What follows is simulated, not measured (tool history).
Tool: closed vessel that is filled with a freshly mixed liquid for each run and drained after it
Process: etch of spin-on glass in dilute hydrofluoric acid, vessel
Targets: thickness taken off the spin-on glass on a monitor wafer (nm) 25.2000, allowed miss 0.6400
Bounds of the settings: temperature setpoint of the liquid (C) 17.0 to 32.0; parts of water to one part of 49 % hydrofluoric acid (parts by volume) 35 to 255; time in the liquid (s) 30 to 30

run	day	temperature setpoint of the liquid (C)	parts of water to one part of 49 % hydrofluoric acid (parts by volume)	time in the liquid (s)	thickness taken off the spin-on glass on a monitor wafer (nm)
1	0.000	24.0	145	30	9.1588
2	0.346	25.5	130	30	10.9910
3	0.388	25.5	170	30	7.8950
4	0.504	26.5	150	30	9.5474
5	0.883	27.5	135	30	11.3150
6	1.033	27.5	160	30	9.2034
7	1.088	28.0	140	30	10.9740
8	1.471	28.5	125	30	12.8770
9	1.558	29.0	115	30	14.5520
10	1.671	32.0	60	30	33.6600
11	1.738	31.0	60	30	32.1940
12	1.883	30.0	60	30	30.4050
13	1.958	29.5	60	30	30.3170
14	2.271	28.5	60	30	29.0790
15	2.508	28.0	60	30	28.4820

4 next moves are on the table. One of them brings every result within its allowed miss. Which?
A	2.746	27.5	70	30	?
B	2.746	29.0	75	30	?
C	2.746	29.0	70	30	?
D	2.746	29.5	75	30	?

move	thickness taken off the spin-on glass on a monitor wafer (nm)
A	23.5980
B	23.1870
C	25.0230
D	23.6380
A: takes the result that was furthest off past its target
B: takes the result that was furthest off past its target
C: meets every target
D: takes the result that was furthest off past its target
Answer: C
